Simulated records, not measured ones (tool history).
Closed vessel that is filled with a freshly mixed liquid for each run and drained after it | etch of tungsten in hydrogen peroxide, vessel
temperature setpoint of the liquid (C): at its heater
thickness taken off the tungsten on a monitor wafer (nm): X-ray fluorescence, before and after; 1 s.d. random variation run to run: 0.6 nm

run,hour,temperature setpoint of the liquid (C),concentration of hydrogen peroxide in the mixed liquid (% by weight),time in the liquid (s),thickness taken off the tungsten on a monitor wafer (nm)
1,0,56,19,90,131.72
2,5.9,59.5,19,90,161.25
3,10.6,55.5,19,90,130.39
4,12,55.5,19,100,142.33
5,14.1,52.5,19,100,121.11
6,19,52.5,15.5,100,108.54
7,23.5,50.5,15.5,100,95.953
8,25.9,50.5,15.5,100,95.812
9,28.6,49,15.5,100,87.665

Run 10 is up next; what results do you expect?
10,29.8,44.5,15.5,100,?

Run 10 came out at thickness taken off the tungsten on a monitor wafer (nm) 66.197.

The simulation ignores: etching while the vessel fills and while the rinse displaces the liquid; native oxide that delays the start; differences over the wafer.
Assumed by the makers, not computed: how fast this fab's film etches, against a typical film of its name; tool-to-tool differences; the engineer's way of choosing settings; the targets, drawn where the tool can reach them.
